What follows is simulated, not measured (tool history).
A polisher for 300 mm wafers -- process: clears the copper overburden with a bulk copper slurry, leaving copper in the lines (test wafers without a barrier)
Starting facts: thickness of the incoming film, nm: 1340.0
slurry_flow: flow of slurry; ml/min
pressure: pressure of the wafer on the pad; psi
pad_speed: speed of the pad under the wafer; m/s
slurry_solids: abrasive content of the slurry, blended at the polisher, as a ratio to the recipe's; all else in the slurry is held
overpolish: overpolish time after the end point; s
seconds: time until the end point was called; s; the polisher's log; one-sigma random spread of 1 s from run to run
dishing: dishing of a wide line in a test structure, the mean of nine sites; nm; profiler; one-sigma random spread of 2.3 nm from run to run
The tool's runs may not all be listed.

run 1 hour=0 | slurry_flow=280 pressure=3.5 pad_speed=1.16 slurry_solids=1 overpolish=18 | seconds=114.96 dishing=101.7
run 2 hour=5.7 | slurry_flow=340 pressure=3.5 pad_speed=1.16 slurry_solids=1 overpolish=18 | seconds=112.33 dishing=106.38
run 3 hour=14.1 | slurry_flow=365 pressure=3.5 pad_speed=1.16 slurry_solids=1 overpolish=18 | seconds=112.08 dishing=100.08
run 4 hour=15.5 | slurry_flow=305 pressure=3.5 pad_speed=1.16 slurry_solids=1 overpolish=18 | seconds=113.49 dishing=105.4
run 5 hour=20.8 | slurry_flow=305 pressure=3.6 pad_speed=1.16 slurry_solids=1 overpolish=18 | seconds=107.52 dishing=107.49
run 6 hour=26.4 | slurry_flow=305 pressure=3.7 pad_speed=1.16 slurry_solids=1 overpolish=18 | seconds=108.24 dishing=105.57
run 7 hour=28.3 | slurry_flow=305 pressure=3.8 pad_speed=1.16 slurry_solids=1 overpolish=19 | seconds=102.91 dishing=112.27
run 8 hour=32.8 | slurry_flow=305 pressure=4 pad_speed=1.16 slurry_solids=1 overpolish=20 | seconds=96.952 dishing=117.96

The next listed run, before its measurement:
run 9 hour=33.4 | slurry_flow=305 pressure=4.1 pad_speed=1.16 slurry_solids=1 overpolish=21 | seconds=? dishing=?

{"run 9": {"seconds": 96.807, "dishing": 124.24}}
